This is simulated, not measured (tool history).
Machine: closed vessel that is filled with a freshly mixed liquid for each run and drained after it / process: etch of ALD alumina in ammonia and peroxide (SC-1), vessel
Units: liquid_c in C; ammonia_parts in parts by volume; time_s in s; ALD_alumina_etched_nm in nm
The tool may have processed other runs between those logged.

run  hour  liquid_c  ammonia_parts  time_s  ALD_alumina_etched_nm
  1     0        49           0.55     320                 11.107
  2   8.3        49           0.55     320                 11.181
  3  11.9      49.5           0.55     320                 11.518
  4  19.6        50           0.55     320                 11.775
  5  24.4      50.5           0.55     320                 12.058
  6  33.3      47.5           0.55     320                 10.231

Run 7, settings as shown, results not yet in. Your forecast:
  7    42        48           0.55     320                      ?

{"run 7": {"ALD_alumina_etched_nm": 10.538}}
